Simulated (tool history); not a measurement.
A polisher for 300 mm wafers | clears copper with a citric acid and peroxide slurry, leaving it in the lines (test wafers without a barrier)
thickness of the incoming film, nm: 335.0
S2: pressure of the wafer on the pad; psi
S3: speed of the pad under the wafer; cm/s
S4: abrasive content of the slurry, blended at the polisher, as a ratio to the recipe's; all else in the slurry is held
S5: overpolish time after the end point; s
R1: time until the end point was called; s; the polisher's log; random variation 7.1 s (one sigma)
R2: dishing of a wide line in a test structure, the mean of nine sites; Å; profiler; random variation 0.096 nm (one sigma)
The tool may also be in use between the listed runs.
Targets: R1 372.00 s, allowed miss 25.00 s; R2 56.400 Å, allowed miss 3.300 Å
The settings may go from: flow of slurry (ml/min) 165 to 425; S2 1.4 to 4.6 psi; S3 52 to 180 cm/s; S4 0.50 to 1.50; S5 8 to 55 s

Run 1, day 0.000: flow of slurry (ml/min) 275, S2 3.0 psi, S3 116 cm/s, S4 1.00, S5 28 s. Result: R1 149.90 s, R2 442.690 Å.
Run 2, day 0.179: flow of slurry (ml/min) 240, S2 2.5 psi, S3 96 cm/s, S4 0.85, S5 22 s. Result: R1 220.91 s, R2 251.430 Å.
Run 3, day 0.358: flow of slurry (ml/min) 215, S2 2.2 psi, S3 84 cm/s, S4 0.75, S5 18 s. Result: R1 290.53 s, R2 153.900 Å.
Run 4, day 0.446: flow of slurry (ml/min) 215, S2 2.2 psi, S3 84 cm/s, S4 0.90, S5 18 s. Result: R1 284.51 s, R2 159.410 Å.
Run 5, day 0.671: flow of slurry (ml/min) 215, S2 2.2 psi, S3 84 cm/s, S4 0.75, S5 18 s. Result: R1 295.40 s, R2 157.700 Å.
Run 6, day 0.692: flow of slurry (ml/min) 200, S2 2.0 psi, S3 74 cm/s, S4 1.00, S5 15 s. Result: R1 342.05 s, R2 114.760 Å.
Run 7, day 0.817: flow of slurry (ml/min) 190, S2 1.8 psi, S3 72 cm/s, S4 1.15, S5 13 s. Result: R1 369.99 s, R2 90.452 Å.
Run 8, day 1.162: flow of slurry (ml/min) 180, S2 1.7 psi, S3 74 cm/s, S4 1.25, S5 11 s. Result: R1 385.07 s, R2 74.026 Å.
Run 9, day 1.267: flow of slurry (ml/min) 175, S2 1.6 psi, S3 78 cm/s, S4 1.35, S5 10 s. Result: R1 377.25 s, R2 69.096 Å.
Run 10, day 1.329: flow of slurry (ml/min) 165, S2 1.4 psi, S3 78 cm/s, S4 1.50, S5 8 s. Result: R1 429.71 s, R2 49.758 Å.
Run 11, day 1.600: flow of slurry (ml/min) 165, S2 1.4 psi, S3 80 cm/s, S4 1.50, S5 8 s. Result: R1 413.08 s, R2 50.581 Å.

4 next moves are on the table. One of them brings every result within its allowed miss. Which?
Run A, day 1.871: flow of slurry (ml/min) 165, S2 1.4 psi, S3 78 cm/s, S4 1.50, S5 8 s. Result: R1 ?, R2 ?.
Run B, day 1.871: flow of slurry (ml/min) 205, S2 1.4 psi, S3 88 cm/s, S4 1.50, S5 8 s. Result: R1 ?, R2 ?.
Run C, day 1.871: flow of slurry (ml/min) 165, S2 1.6 psi, S3 70 cm/s, S4 1.50, S5 8 s. Result: R1 ?, R2 ?.
Run D, day 1.871: flow of slurry (ml/min) 165, S2 1.5 psi, S3 102 cm/s, S4 1.50, S5 8 s. Result: R1 ?, R2 ?.

move      R1      R2
   A  417.15  51.233
   B  358.98  59.338
   C  411.83  51.942
   D  305.93  69.392
A: as far off as the last run
B: meets every target
C: nearer than the last run, and not there yet
D: takes the result that was furthest off past its target
Move B is the one to make.

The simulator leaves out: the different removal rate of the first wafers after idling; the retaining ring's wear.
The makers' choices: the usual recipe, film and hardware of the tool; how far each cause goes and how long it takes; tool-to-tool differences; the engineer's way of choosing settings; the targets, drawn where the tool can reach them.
